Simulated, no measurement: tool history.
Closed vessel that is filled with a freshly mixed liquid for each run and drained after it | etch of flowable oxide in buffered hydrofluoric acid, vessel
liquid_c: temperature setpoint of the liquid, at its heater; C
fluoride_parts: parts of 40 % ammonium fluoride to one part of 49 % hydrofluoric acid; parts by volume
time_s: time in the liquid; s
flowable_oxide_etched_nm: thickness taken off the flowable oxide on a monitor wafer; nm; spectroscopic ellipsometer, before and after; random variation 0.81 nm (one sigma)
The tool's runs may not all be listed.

| run | hour | liquid_c | fluoride_parts | time_s | flowable_oxide_etched_nm |
|---|---|---|---|---|---|
| 1 | 0.0 | 24.0 | 17 | 95 | 108.37 |
| 2 | 3.1 | 25.5 | 17 | 95 | 118.44 |
| 3 | 5.0 | 25.5 | 17 | 95 | 118.23 |
| 4 | 10.3 | 22.5 | 17 | 95 | 100.25 |
| 5 | 14.8 | 24.0 | 17 | 95 | 109.35 |
| 6 | 19.8 | 25.0 | 17 | 95 | 114.53 |
| 7 | 21.0 | 26.0 | 17 | 95 | 121.87 |

The next listed run, before its measurement:
| 8 | 25.6 | 26.5 | 17 | 95 | ? |

Run 8 gave flowable_oxide_etched_nm 125.21 nm.

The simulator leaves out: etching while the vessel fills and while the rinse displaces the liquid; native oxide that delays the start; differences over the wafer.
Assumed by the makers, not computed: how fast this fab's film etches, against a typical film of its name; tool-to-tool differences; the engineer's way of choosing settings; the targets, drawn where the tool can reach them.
